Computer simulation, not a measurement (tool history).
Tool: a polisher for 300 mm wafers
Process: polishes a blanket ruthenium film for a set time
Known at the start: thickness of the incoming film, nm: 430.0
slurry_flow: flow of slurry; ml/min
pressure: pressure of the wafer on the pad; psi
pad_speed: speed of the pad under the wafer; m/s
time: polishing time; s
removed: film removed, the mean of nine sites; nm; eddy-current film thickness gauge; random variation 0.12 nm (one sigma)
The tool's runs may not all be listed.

run,hour,slurry_flow,pressure,pad_speed,time,removed
1,0,155,1.3,0.76,31,14.331
2,3.9,155,1.3,0.76,31,14.156
3,9.8,155,1.3,0.62,31,12.032
4,12.5,155,1.4,0.62,31,13.173
5,14.7,155,1.7,0.62,31,15.274
6,17.6,155,1.9,0.62,31,17.282
7,24.2,155,1.9,0.62,31,16.958
8,29.6,155,1.9,0.62,31,16.973

The next listed run, before its measurement:
9,37.4,155,1.7,0.62,31,?

removed: 15.368 nm
